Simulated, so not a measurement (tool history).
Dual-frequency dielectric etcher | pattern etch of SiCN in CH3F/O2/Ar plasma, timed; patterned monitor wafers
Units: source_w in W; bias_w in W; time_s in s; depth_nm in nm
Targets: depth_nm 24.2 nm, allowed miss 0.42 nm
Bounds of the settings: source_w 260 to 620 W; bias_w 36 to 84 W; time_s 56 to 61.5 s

run 1 hour=0 | source_w=440 bias_w=60 time_s=61.5 | depth_nm=22.629
run 2 hour=4.7 | source_w=440 bias_w=55 time_s=61.5 | depth_nm=22.013
run 3 hour=8.6 | source_w=440 bias_w=55 time_s=61.5 | depth_nm=21.835
run 4 hour=17.2 | source_w=470 bias_w=56 time_s=61.5 | depth_nm=22.56
run 5 hour=20.6 | source_w=490 bias_w=56 time_s=61.5 | depth_nm=22.912
run 6 hour=25.7 | source_w=490 bias_w=46 time_s=61.5 | depth_nm=21.137
-- hour=28.6 source power generator calibrated
run 7 hour=28.6 | source_w=490 bias_w=46 time_s=61.5 | depth_nm=21.052
run 8 hour=33.9 | source_w=520 bias_w=48 time_s=61.5 | depth_nm=21.669
run 9 hour=37.5 | source_w=540 bias_w=50 time_s=61.5 | depth_nm=22.434
run 10 hour=40.7 | source_w=540 bias_w=50 time_s=61.5 | depth_nm=22.517
run 11 hour=48.6 | source_w=560 bias_w=51 time_s=61.5 | depth_nm=22.64
run 12 hour=55 | source_w=620 bias_w=60 time_s=61.5 | depth_nm=24.905
run 13 hour=58.6 | source_w=610 bias_w=60 time_s=61.5 | depth_nm=24.877
run 14 hour=66.8 | source_w=600 bias_w=60 time_s=61.5 | depth_nm=24.845
run 15 hour=72.7 | source_w=590 bias_w=60 time_s=61.5 | depth_nm=24.623

5 next moves are on the table. One of them brings every result within its allowed miss. Which?
run A hour=78.6 | source_w=590 bias_w=70 time_s=57 | depth_nm=?
run B hour=78.6 | source_w=620 bias_w=65 time_s=60 | depth_nm=?
run C hour=78.6 | source_w=620 bias_w=59 time_s=57 | depth_nm=?
run D hour=78.6 | source_w=610 bias_w=62 time_s=61.5 | depth_nm=?
run E hour=78.6 | source_w=600 bias_w=64 time_s=56 | depth_nm=?

move=A depth_nm=24.199
move=B depth_nm=25.175
move=C depth_nm=23.078
move=D depth_nm=25.224
move=E depth_nm=23.116
A: meets every target
B: further off than the last run
C: takes the result that was furthest off past its target
D: further off than the last run
E: takes the result that was furthest off past its target
The right move is A.

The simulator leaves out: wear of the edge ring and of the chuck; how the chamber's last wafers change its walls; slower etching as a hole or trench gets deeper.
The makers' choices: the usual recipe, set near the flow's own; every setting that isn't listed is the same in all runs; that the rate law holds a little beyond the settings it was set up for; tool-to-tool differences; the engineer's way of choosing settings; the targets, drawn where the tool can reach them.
